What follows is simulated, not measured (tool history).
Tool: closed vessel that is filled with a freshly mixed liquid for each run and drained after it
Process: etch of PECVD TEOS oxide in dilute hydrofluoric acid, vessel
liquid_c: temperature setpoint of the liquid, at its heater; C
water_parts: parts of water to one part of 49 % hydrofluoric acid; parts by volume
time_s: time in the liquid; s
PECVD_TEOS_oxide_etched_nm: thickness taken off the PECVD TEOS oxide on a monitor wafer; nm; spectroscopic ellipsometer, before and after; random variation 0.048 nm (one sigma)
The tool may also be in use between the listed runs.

| run | hour | liquid_c | water_parts | time_s | PECVD_TEOS_oxide_etched_nm |
|---|---|---|---|---|---|
| 1 | 0.0 | 21.0 | 115 | 30 | 6.0074 |
| 2 | 6.2 | 20.5 | 115 | 30 | 5.8740 |
| 3 | 12.3 | 20.0 | 115 | 30 | 5.7316 |
| 4 | 13.6 | 20.0 | 80 | 30 | 8.4889 |
| 5 | 16.9 | 19.5 | 85 | 30 | 7.8732 |
| 6 | 21.3 | 19.5 | 110 | 30 | 5.9604 |
| 7 | 26.7 | 19.0 | 110 | 30 | 5.9098 |

The next listed run, before its measurement:
| 8 | 28.1 | 18.0 | 120 | 30 | ? |

{"run 8": {"PECVD_TEOS_oxide_etched_nm": 5.0875}}

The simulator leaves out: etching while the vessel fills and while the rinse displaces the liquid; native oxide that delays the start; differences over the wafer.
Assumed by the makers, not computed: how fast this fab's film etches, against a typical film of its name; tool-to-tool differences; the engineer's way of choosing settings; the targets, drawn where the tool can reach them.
